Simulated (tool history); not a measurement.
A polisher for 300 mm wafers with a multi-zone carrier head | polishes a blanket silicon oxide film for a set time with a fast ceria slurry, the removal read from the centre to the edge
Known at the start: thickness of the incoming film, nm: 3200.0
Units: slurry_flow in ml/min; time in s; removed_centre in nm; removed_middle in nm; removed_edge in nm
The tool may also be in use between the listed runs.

run  hour  slurry_flow  centre_zone  middle_zone  edge_zone  time  removed_centre  removed_middle  removed_edge
  1   0.0          135         1.00         1.00       1.00    58          907.43          906.31        946.87
  2   5.0          135         1.00         1.03       1.00    58          914.93          936.54        931.53
  3   9.8          135         1.00         1.03       1.00    47          741.78          751.79        758.12
  4  17.5          135         1.00         1.03       1.00    39          605.69          622.49        632.83
  5  24.0          135         0.93         1.03       1.00    39          566.14          632.90        639.80
  6  29.4          135         0.93         1.03       1.00    44          641.21          709.62        706.65

Run 7 comes next. What will it give?
  7  30.0          140         0.94         1.02       1.02    47               ?               ?             ?

Run 7 gave removed_centre 706.49 nm, removed_middle 755.65 nm, removed_edge 788.28 nm.
